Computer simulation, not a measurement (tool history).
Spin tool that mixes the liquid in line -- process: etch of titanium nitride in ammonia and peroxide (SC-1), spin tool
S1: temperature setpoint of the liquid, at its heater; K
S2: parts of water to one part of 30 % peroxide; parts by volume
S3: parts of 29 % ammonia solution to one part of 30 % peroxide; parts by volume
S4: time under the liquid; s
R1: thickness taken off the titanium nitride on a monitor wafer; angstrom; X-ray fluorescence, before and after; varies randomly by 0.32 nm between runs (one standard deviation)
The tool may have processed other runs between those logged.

run  hour      S1    S2    S3   S4      R1
  1   0.0  335.15  12.0  0.95  225  280.38
  2   3.7  335.15  12.0  0.65  225  262.75
  3  11.3  335.15  12.0  0.65  225  259.22
  4  13.6  337.65  10.5  0.65  225  329.03
  5  21.3  337.65  10.5  0.40  225  302.89
  6  24.2  337.65  12.5  0.40  225  278.23

What does the tool deliver on the next run?
  7  31.6  339.65  10.0  0.40  225   ?

{"run 7": {"R1": 355.13}}
